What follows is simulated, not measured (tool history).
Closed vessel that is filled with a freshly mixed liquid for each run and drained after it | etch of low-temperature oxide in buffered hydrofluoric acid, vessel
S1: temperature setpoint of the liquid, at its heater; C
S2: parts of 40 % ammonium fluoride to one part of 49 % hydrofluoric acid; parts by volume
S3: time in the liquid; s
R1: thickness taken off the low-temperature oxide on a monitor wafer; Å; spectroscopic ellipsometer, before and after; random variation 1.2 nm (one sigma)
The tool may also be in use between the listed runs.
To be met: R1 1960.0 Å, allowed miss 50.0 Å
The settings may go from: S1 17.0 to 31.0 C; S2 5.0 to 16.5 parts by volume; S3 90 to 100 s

{"run": 1, "hour": 0.0, "S1": 23.0, "S2": 10.0, "S3": 90, "R1": 2582.1}
{"run": 2, "hour": 8.8, "S1": 22.5, "S2": 10.0, "S3": 90, "R1": 2516.1}
{"run": 3, "hour": 12.4, "S1": 25.0, "S2": 10.0, "S3": 90, "R1": 2870.4}
{"run": 4, "hour": 19.7, "S1": 25.0, "S2": 11.0, "S3": 90, "R1": 2563.8}
{"run": 5, "hour": 24.8, "S1": 25.0, "S2": 11.0, "S3": 90, "R1": 2610.5}
{"run": 6, "hour": 32.2, "S1": 25.0, "S2": 11.0, "S3": 90, "R1": 2581.1}
{"run": 7, "hour": 38.9, "S1": 21.0, "S2": 11.0, "S3": 90, "R1": 2088.3}
{"run": 8, "hour": 44.8, "S1": 20.5, "S2": 11.0, "S3": 90, "R1": 2032.8}

5 next moves are on the table. One of them brings every result within its allowed miss. Which?
{"run": "A", "hour": 50.7, "S1": 20.0, "S2": 10.5, "S3": 95, "R1": "?"}
{"run": "B", "hour": 50.7, "S1": 18.5, "S2": 9.5, "S3": 90, "R1": "?"}
{"run": "C", "hour": 50.7, "S1": 21.5, "S2": 11.0, "S3": 90, "R1": "?"}
{"run": "D", "hour": 50.7, "S1": 21.5, "S2": 11.5, "S3": 95, "R1": "?"}
{"run": "E", "hour": 50.7, "S1": 17.5, "S2": 9.5, "S3": 90, "R1": "?"}

move=A R1=2183.5
move=B R1=2059.2
move=C R1=2149.2
move=D R1=2172.3
move=E R1=1945.6
A: further off than the last run
B: further off than the last run
C: further off than the last run
D: further off than the last run
E: meets every target
Move E is the one to make.

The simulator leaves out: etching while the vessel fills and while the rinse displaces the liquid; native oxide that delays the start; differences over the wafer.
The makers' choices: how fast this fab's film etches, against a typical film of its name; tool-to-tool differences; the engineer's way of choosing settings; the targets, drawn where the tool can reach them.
